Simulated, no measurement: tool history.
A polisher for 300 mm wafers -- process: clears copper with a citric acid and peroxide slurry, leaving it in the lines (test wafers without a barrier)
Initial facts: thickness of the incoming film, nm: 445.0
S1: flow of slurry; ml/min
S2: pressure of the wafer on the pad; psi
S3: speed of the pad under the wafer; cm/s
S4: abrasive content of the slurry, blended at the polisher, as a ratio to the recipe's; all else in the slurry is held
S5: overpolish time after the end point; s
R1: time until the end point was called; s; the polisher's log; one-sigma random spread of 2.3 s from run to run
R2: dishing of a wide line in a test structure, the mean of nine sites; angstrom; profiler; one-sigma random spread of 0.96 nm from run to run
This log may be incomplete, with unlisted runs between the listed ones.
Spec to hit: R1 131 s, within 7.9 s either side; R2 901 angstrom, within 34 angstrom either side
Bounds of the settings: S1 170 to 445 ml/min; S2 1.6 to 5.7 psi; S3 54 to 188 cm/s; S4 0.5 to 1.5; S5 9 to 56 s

| run | hour | S1 | S2 | S3 | S4 | S5 | R1 | R2 |
|---|---|---|---|---|---|---|---|---|
| 1 | 0 | 285 | 3.6 | 120 | 1 | 29 | 140.4 | 571.72 |
| 2 | 0.8 | 285 | 3.7 | 120 | 1 | 34 | 138.62 | 662.98 |
| 3 | 5.3 | 285 | 3.7 | 120 | 0.9 | 34 | 136.57 | 643.21 |
| 4 | 6.9 | 285 | 3.7 | 138 | 0.9 | 34 | 127.29 | 701.53 |
| 5 | 9.5 | 290 | 3.6 | 140 | 1 | 37 | 127.5 | 750.85 |
| 6 | 14.8 | 295 | 3.6 | 140 | 1 | 40 | 127.3 | 777.25 |
| 7 | 18.4 | 290 | 3.6 | 140 | 1 | 43 | 123.94 | 826.13 |
| 8 | 20.7 | 290 | 3.5 | 140 | 1 | 46 | 128.78 | 843.99 |

Consider the 4 candidate settings below. Which is the only one whose results all fall within their allowed miss of target?
| A | 23 | 230 | 4 | 136 | 1.15 | 48 | ? | ? |
| B | 23 | 340 | 3.3 | 140 | 1.1 | 53 | ? | ? |
| C | 23 | 290 | 3.1 | 140 | 1.05 | 48 | ? | ? |
| D | 23 | 315 | 3.7 | 132 | 1 | 44 | ? | ? |

| move | R1 | R2 |
|---|---|---|
| A | 119.95 | 920.68 |
| B | 133.46 | 899.52 |
| C | 143.75 | 806.61 |
| D | 129.7 | 827.6 |
A: brings the last run's worst result on target, with another outside its allowed miss
B: meets every target
C: further off than the last run
D: further off than the last run
The move that meets every target is B.

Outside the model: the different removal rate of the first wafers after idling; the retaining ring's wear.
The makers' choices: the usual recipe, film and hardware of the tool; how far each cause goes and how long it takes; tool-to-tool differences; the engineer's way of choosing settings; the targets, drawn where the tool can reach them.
